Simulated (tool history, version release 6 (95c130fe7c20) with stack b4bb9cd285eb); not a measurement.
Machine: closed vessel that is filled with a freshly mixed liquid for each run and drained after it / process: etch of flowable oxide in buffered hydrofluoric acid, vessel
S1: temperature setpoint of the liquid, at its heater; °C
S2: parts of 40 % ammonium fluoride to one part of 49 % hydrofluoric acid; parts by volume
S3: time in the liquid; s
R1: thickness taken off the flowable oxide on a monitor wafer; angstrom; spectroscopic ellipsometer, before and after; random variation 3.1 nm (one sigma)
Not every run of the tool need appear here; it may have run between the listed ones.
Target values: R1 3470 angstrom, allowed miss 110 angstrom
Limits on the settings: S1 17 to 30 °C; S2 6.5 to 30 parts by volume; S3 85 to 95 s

Run 1, hour 0: S1 22 °C, S2 19.5 parts by volume, S3 85 s. Result: R1 1520.6 angstrom.
Run 2, hour 4.5: S1 24.5 °C, S2 19.5 parts by volume, S3 85 s. Result: R1 1723.4 angstrom.
Run 3, hour 7.4: S1 26 °C, S2 16.5 parts by volume, S3 85 s. Result: R1 2209.8 angstrom.
Run 4, hour 16: S1 26 °C, S2 21 parts by volume, S3 85 s. Result: R1 1780.5 angstrom.
Run 5, hour 24.9: S1 26 °C, S2 19 parts by volume, S3 85 s. Result: R1 1946.9 angstrom.
Run 6, hour 32.9: S1 27 °C, S2 16.5 parts by volume, S3 85 s. Result: R1 2334 angstrom.
Run 7, hour 37.4: S1 28 °C, S2 15 parts by volume, S3 85 s. Result: R1 2719.2 angstrom.
Run 8, hour 46: S1 28.5 °C, S2 14.5 parts by volume, S3 85 s. Result: R1 2863.4 angstrom.
Run 9, hour 47: S1 29 °C, S2 14 parts by volume, S3 85 s. Result: R1 3132.2 angstrom.
Run 10, hour 56.3: S1 29.5 °C, S2 14 parts by volume, S3 85 s. Result: R1 3148.3 angstrom.
Run 11, hour 58.8: S1 30 °C, S2 12 parts by volume, S3 85 s. Result: R1 3720.2 angstrom.
Run 12, hour 61.3: S1 29.5 °C, S2 12 parts by volume, S3 85 s. Result: R1 3669.9 angstrom.

Consider the 4 candidate settings below. Which is the only one whose results all fall within their allowed miss of target?
Run A, hour 63.8: S1 30 °C, S2 14.5 parts by volume, S3 90 s. Result: R1 ?.
Run B, hour 63.8: S1 29 °C, S2 14 parts by volume, S3 90 s. Result: R1 ?.
Run C, hour 63.8: S1 25.5 °C, S2 10.5 parts by volume, S3 95 s. Result: R1 ?.
Run D, hour 63.8: S1 29 °C, S2 12.5 parts by volume, S3 85 s. Result: R1 ?.

move      R1
   A  3339.9
   B  3279.2
   C  3802.3
   D  3460.1
A: takes the result that was furthest off past its target
B: takes the result that was furthest off past its target
C: misses by more than the last run did
D: each result inside its tolerance
D is the move that brings every result within its allowed miss.
